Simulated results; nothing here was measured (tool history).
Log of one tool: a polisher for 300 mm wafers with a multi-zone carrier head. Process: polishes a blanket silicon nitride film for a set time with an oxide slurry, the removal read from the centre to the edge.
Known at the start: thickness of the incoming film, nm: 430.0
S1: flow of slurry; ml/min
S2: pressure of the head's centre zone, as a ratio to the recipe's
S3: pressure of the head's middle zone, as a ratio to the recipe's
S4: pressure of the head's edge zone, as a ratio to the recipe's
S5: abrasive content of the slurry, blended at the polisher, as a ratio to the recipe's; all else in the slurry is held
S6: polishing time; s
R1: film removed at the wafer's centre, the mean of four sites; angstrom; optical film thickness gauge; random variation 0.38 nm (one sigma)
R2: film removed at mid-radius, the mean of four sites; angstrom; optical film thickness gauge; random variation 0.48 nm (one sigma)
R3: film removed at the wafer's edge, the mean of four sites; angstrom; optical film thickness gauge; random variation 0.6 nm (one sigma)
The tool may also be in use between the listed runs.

Run 1, day 0.000: S1 310 ml/min, S2 1.00, S3 1.00, S4 1.00, S5 1.00, S6 44 s. Result: R1 307.72 angstrom, R2 319.20 angstrom, R3 315.26 angstrom.
Run 2, day 0.058: S1 310 ml/min, S2 1.00, S3 1.00, S4 1.00, S5 1.15, S6 44 s. Result: R1 322.41 angstrom, R2 326.77 angstrom, R3 338.94 angstrom.
Run 3, day 0.092: S1 310 ml/min, S2 1.00, S3 1.01, S4 1.03, S5 1.25, S6 45 s. Result: R1 350.82 angstrom, R2 345.15 angstrom, R3 349.69 angstrom.
Run 4, day 0.200: S1 310 ml/min, S2 0.96, S3 0.99, S4 1.02, S5 1.30, S6 47 s. Result: R1 362.74 angstrom, R2 363.42 angstrom, R3 375.68 angstrom.
Run 5, day 0.533: S1 295 ml/min, S2 0.93, S3 0.97, S4 1.03, S5 1.35, S6 48 s. Result: R1 352.50 angstrom, R2 374.09 angstrom, R3 391.80 angstrom.
Run 6, day 0.775: S1 295 ml/min, S2 0.93, S3 0.97, S4 1.03, S5 1.35, S6 57 s. Result: R1 414.76 angstrom, R2 425.88 angstrom, R3 467.34 angstrom.

Forecast run 7:
Run 7, day 0.838: S1 290 ml/min, S2 0.92, S3 0.96, S4 1.03, S5 1.35, S6 57 s. Result: R1 ?, R2 ?, R3 ?.

Run 7 gave R1 412.06 angstrom, R2 438.12 angstrom, R3 455.84 angstrom.
